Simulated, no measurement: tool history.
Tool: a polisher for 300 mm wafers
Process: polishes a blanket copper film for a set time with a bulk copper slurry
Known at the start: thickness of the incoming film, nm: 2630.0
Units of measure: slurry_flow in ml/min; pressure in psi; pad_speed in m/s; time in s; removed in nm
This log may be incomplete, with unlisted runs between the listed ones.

run 1 hour=0.0 | slurry_flow=240 pressure=2.6 pad_speed=1.20 slurry_solids=1.0 time=30 | removed=341.87
run 2 hour=4.1 | slurry_flow=240 pressure=2.6 pad_speed=1.20 slurry_solids=1.1 time=30 | removed=341.54
run 3 hour=11.8 | slurry_flow=240 pressure=2.6 pad_speed=1.20 slurry_solids=1.1 time=27 | removed=311.62
run 4 hour=20.7 | slurry_flow=240 pressure=3.0 pad_speed=1.20 slurry_solids=1.1 time=27 | removed=355.04
run 5 hour=21.3 | slurry_flow=265 pressure=3.0 pad_speed=1.20 slurry_solids=1.1 time=27 | removed=357.91
run 6 hour=27.4 | slurry_flow=265 pressure=3.3 pad_speed=1.20 slurry_solids=1.1 time=27 | removed=388.13
run 7 hour=35.1 | slurry_flow=265 pressure=3.5 pad_speed=1.22 slurry_solids=1.1 time=27 | removed=412.66

Estimate the outcome of run 8 from the log above:
run 8 hour=40.6 | slurry_flow=265 pressure=3.7 pad_speed=1.24 slurry_solids=1.1 time=27 | removed=?

Run 8 gave removed 435.80 nm.

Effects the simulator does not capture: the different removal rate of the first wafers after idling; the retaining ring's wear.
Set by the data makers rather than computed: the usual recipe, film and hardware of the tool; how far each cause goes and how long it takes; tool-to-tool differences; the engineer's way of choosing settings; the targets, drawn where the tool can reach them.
